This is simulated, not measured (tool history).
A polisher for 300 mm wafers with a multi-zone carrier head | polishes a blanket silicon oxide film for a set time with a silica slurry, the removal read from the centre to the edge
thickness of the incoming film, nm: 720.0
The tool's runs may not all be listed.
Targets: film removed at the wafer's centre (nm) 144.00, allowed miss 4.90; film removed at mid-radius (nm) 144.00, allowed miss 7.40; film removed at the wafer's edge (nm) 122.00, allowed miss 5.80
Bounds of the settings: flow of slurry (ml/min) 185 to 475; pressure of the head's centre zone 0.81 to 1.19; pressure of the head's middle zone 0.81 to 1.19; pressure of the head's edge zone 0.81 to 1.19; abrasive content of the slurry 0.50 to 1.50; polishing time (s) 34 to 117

run  hour  flow of slurry (ml/min)  pressure of the head's centre zone  pressure of the head's middle zone  pressure of the head's edge zone  abrasive content of the slurry  polishing time (s)  film removed at the wafer's centre (nm)  film removed at mid-radius (nm)  film removed at the wafer's edge (nm)
  1   0.0                      305                                1.00                                1.00                              1.00                            1.00                  75                                   239.26                           231.02                                 239.28
  2   4.3                      305                                1.00                                1.00                              1.04                            1.00                  75                                   237.86                           239.73                                 246.48
  3  13.0                      305                                1.00                                1.00                              1.04                            0.85                  75                                   218.17                           217.42                                 221.73
  4  16.7                      365                                1.00                                1.00                              1.04                            0.85                  75                                   229.05                           221.41                                 224.61
  5  21.5                      385                                0.99                                1.03                              1.00                            0.75                  69                                   192.20                           195.17                                 190.96
  6  28.3                      400                                1.01                                1.05                              0.96                            0.70                  65                                   180.14                           179.15                                 170.70
  7  32.5                      400                                1.01                                1.05                              0.96                            0.70                  65                                   178.85                           180.01                                 176.27
  8  41.3                      420                                1.04                                1.08                              0.92                            0.65                  61                                   163.30                           166.54                                 150.07
  9  46.8                      420                                1.05                                1.08                              0.90                            0.60                  60                                   155.15                           156.08                                 140.71
 10  50.3                      415                                1.06                                1.08                              0.88                            0.60                  60                                   158.33                           156.58                                 139.35
 11  53.2                      415                                1.06                                1.09                              0.87                            0.60                  59                                   157.14                           160.59                                 136.69
 12  54.6                      400                                1.06                                1.05                              0.81                            0.50                  56                                   131.16                           129.73                                 109.30
 13  56.6                      405                                1.07                                1.07                              0.83                            0.50                  56                                   131.08                           132.42                                 111.97

4 next moves are on the table. One of them brings every result within its allowed miss. Which?
  A  58.6                      405                                1.11                                1.19                              0.81                            0.55                  49                                        ?                                ?                                      ?
  B  58.6                      335                                1.07                                1.10                              0.84                            0.50                  62                                        ?                                ?                                      ?
  C  58.6                      475                                0.94                                0.97                              1.14                            0.70                  45                                        ?                                ?                                      ?
  D  58.6                      470                                1.05                                1.11                              0.81                            0.70                  46                                        ?                                ?                                      ?

move  film removed at the wafer's centre (nm)  film removed at mid-radius (nm)  film removed at the wafer's edge (nm)
   A                                   128.17                           133.25                                 104.98
   B                                   144.28                           145.80                                 125.47
   C                                   116.36                           120.25                                 132.64
   D                                   133.02                           137.72                                 115.03
A: further off than the last run
B: meets every target
C: further off than the last run
D: nearer than the last run, and not there yet
Answer: B

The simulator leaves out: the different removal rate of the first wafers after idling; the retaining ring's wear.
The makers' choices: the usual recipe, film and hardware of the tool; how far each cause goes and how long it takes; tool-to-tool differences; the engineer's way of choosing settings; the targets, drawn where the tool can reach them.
